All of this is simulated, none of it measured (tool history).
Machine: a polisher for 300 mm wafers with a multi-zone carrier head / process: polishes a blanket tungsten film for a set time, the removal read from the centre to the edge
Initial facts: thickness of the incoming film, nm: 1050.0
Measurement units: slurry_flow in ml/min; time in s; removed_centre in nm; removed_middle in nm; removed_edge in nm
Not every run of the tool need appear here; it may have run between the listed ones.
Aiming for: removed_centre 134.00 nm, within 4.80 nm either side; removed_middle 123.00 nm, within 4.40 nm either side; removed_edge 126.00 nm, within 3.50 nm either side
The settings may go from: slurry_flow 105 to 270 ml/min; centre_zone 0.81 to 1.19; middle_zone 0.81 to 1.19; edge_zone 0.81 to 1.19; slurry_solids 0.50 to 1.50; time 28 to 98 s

run 1 hour=0.0 | slurry_flow=175 centre_zone=1.00 middle_zone=1.00 edge_zone=1.00 slurry_solids=1.00 time=63 | removed_centre=218.24 removed_middle=216.61 removed_edge=218.74
run 2 hour=2.0 | slurry_flow=175 centre_zone=1.00 middle_zone=1.00 edge_zone=1.06 slurry_solids=1.00 time=63 | removed_centre=218.82 removed_middle=218.06 removed_edge=221.33
run 3 hour=4.5 | slurry_flow=175 centre_zone=1.00 middle_zone=1.00 edge_zone=1.06 slurry_solids=1.00 time=56 | removed_centre=195.46 removed_middle=194.99 removed_edge=192.69
run 4 hour=12.7 | slurry_flow=175 centre_zone=1.00 middle_zone=0.97 edge_zone=1.06 slurry_solids=0.85 time=50 | removed_centre=163.98 removed_middle=163.92 removed_edge=167.48
run 5 hour=19.9 | slurry_flow=175 centre_zone=1.00 middle_zone=0.97 edge_zone=1.06 slurry_solids=0.65 time=50 | removed_centre=152.56 removed_middle=154.16 removed_edge=155.62
run 6 hour=21.9 | slurry_flow=175 centre_zone=1.00 middle_zone=0.89 edge_zone=1.06 slurry_solids=0.65 time=50 | removed_centre=154.45 removed_middle=141.70 removed_edge=156.88
run 7 hour=29.4 | slurry_flow=170 centre_zone=1.01 middle_zone=0.89 edge_zone=1.01 slurry_solids=0.60 time=48 | removed_centre=145.48 removed_middle=131.92 removed_edge=141.49
run 8 hour=31.1 | slurry_flow=155 centre_zone=1.01 middle_zone=0.89 edge_zone=0.98 slurry_solids=0.60 time=48 | removed_centre=141.69 removed_middle=129.24 removed_edge=137.70
run 9 hour=38.2 | slurry_flow=145 centre_zone=1.01 middle_zone=0.89 edge_zone=0.95 slurry_solids=0.60 time=48 | removed_centre=140.21 removed_middle=129.63 removed_edge=134.82
-- hour=46.4 worn pad replaced by a new one
run 10 hour=46.4 | slurry_flow=140 centre_zone=1.01 middle_zone=0.88 edge_zone=0.93 slurry_solids=0.60 time=48 | removed_centre=151.22 removed_middle=134.68 removed_edge=142.77

Which single option among these 5 for the next run brings every result within its allowed miss of target? Just one does.
run A hour=54.6 | slurry_flow=170 centre_zone=1.19 middle_zone=1.12 edge_zone=0.81 slurry_solids=0.50 time=45 | removed_centre=? removed_middle=? removed_edge=?
run B hour=54.6 | slurry_flow=105 centre_zone=0.84 middle_zone=0.84 edge_zone=0.96 slurry_solids=0.90 time=41 | removed_centre=? removed_middle=? removed_edge=?
run C hour=54.6 | slurry_flow=170 centre_zone=1.19 middle_zone=0.89 edge_zone=0.85 slurry_solids=0.65 time=44 | removed_centre=? removed_middle=? removed_edge=?
run D hour=54.6 | slurry_flow=140 centre_zone=0.98 middle_zone=0.88 edge_zone=0.98 slurry_solids=0.60 time=44 | removed_centre=? removed_middle=? removed_edge=?
run E hour=54.6 | slurry_flow=150 centre_zone=1.05 middle_zone=0.92 edge_zone=0.92 slurry_solids=0.65 time=41 | removed_centre=? removed_middle=? removed_edge=?

move=A removed_centre=155.85 removed_middle=152.66 removed_edge=124.25
move=B removed_centre=119.14 removed_middle=117.51 removed_edge=133.16
move=C removed_centre=163.83 removed_middle=132.39 removed_edge=133.40
move=D removed_centre=135.12 removed_middle=124.21 removed_edge=134.14
move=E removed_centre=136.79 removed_middle=124.29 removed_edge=125.90
A: brings the last run's worst result on target, with another outside its allowed miss
B: closer than the last run, but not yet in spec
C: misses by more than the last run did
D: closer than the last run, but not yet in spec
E: all results in spec
Correct choice: E, which meets every target
